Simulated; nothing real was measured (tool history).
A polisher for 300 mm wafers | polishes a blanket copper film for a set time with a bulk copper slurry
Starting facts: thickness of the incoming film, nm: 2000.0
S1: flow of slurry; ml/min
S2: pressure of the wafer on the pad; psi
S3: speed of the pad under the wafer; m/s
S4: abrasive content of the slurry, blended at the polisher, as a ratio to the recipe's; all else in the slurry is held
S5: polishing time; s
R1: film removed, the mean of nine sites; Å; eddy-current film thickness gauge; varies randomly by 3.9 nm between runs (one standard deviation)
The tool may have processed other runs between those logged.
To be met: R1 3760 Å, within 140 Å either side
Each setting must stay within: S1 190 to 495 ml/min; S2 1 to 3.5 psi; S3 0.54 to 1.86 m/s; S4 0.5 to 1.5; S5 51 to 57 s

run	hour	S1	S2	S3	S4	S5	R1
1	0	320	2.2	1.18	1	57	5109.3
2	7.9	320	2.2	1.42	1	57	6316.7
3	15.7	320	2.2	1.24	1	57	5428.7
4	23.9	320	2	1.24	1	57	4967.9
5	29.6	320	1.9	1.24	1	57	4689.7
6	33.7	320	1.8	1.24	1	57	4553.2
7	36.7	320	1.7	1.24	1	57	4201.5
8	40.1	320	1.6	1.24	1	57	3983.9

Exactly one of the 4 candidate moves below puts every result within its allowed miss. Which one?
A	43.5	460	1.2	1.52	1.05	57	?
B	43.5	290	1.6	1.32	1	57	?
C	43.5	260	1.4	1.2	1.25	56	?
D	43.5	330	1.6	1.3	1	56	?

move	R1
A	3746.4
B	4148.2
C	3371.5
D	4052.9
A: hits every target within its allowed miss
B: misses by more than the last run did
C: takes the result that was furthest off past its target
D: misses by more than the last run did
A meets every target.
